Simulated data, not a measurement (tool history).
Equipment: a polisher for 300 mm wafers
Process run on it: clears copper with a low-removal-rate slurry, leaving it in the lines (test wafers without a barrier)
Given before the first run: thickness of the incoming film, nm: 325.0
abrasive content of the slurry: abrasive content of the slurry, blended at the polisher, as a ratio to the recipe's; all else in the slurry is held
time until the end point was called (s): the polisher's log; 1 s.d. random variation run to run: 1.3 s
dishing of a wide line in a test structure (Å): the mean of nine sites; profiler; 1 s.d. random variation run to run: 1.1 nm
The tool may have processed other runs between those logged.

run,day,flow of slurry (ml/min),pressure of the wafer on the pad (kPa),speed of the pad under the wafer (cm/s),abrasive content of the slurry,overpolish time after the end point (s),time until the end point was called (s),dishing of a wide line in a test structure (Å)
1,0,245,20,94,1,26,111.33,427.36
2,0.229,245,20,94,1,28,111.08,432.22
3,0.483,245,20,94,0.9,28,115.56,416.4
4,0.642,245,20,94,0.9,30,114.8,469.19
5,0.971,245,20,78,0.9,30,132.7,405.2
6,1.283,290,20,78,0.9,30,127.08,412.49
7,1.662,290,20,78,0.9,31,128,426.66
8,1.888,290,20,78,0.9,32,127.39,435.5
9,2.262,290,20,78,0.9,33,131.62,443.39
10,2.521,290,20,78,0.9,34,129.59,452.97
11,2.867,290,20,78,0.9,35,128.81,466.3
12,2.938,290,20,78,0.9,36,128.2,480.31
13,3.083,290,20,78,0.9,37,129.71,491.76

The next listed run, before its measurement:
14,3.183,290,20,78,0.9,38,?,?

time until the end point was called (s): 128.88
dishing of a wide line in a test structure (Å): 493.5
